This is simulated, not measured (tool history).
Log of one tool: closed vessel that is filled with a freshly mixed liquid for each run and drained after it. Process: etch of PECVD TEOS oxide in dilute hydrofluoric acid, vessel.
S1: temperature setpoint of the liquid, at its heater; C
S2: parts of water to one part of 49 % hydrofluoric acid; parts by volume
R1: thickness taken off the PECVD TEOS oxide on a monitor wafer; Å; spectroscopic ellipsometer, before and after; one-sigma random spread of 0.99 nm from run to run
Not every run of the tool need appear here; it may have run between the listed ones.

run 1 day=0.000 | S1=20.0 S2=130 time_in_the_liquid_(s)=1090 | R1=1145.6
run 2 day=0.383 | S1=21.0 S2=130 time_in_the_liquid_(s)=1090 | R1=1192.2
run 3 day=0.458 | S1=21.0 S2=85 time_in_the_liquid_(s)=1090 | R1=1921.7
run 4 day=0.671 | S1=20.5 S2=85 time_in_the_liquid_(s)=1090 | R1=1882.7
run 5 day=0.983 | S1=20.0 S2=85 time_in_the_liquid_(s)=1090 | R1=1842.9
run 6 day=1.275 | S1=20.0 S2=65 time_in_the_liquid_(s)=1090 | R1=2445.4
run 7 day=1.562 | S1=19.5 S2=70 time_in_the_liquid_(s)=1090 | R1=2215.7

Run 8 is up next; what results do you expect?
run 8 day=1.738 | S1=19.0 S2=70 time_in_the_liquid_(s)=1090 | R1=?

R1: 2180.3 Å
